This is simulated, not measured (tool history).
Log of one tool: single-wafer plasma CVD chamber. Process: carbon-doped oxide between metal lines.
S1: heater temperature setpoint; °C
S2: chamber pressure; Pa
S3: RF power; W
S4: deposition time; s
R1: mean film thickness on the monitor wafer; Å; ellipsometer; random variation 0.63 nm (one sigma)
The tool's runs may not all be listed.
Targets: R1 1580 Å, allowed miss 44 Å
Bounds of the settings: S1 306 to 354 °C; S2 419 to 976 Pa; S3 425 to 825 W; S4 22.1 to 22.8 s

run	day	S1	S2	S3	S4	R1
1	0	330	697	625	22.1	1421.2
2	0.175	329	713	640	22.1	1464.2
3	0.283	329	624	640	22.1	1417.4
4	0.608	329	624	640	22.1	1421.6
5	0.825	329	624	640	22.8	1466.6
6	1.083	328	643	645	22.8	1486
7	1.308	327	660	650	22.8	1507
8	1.679	326	673	655	22.8	1539.3

Which of these 4 next moves meets every target?
A	2.05	334	643	630	22.8	?
B	2.05	325	752	710	22.8	?
C	2.05	323	757	645	22.8	?
D	2.05	325	703	660	22.1	?

move	R1
A	1428.6
B	1680.5
C	1571.2
D	1519.7
A: further off than the last run
B: takes the result that was furthest off past its target
C: meets every target
D: further off than the last run
Move C is the one to make.

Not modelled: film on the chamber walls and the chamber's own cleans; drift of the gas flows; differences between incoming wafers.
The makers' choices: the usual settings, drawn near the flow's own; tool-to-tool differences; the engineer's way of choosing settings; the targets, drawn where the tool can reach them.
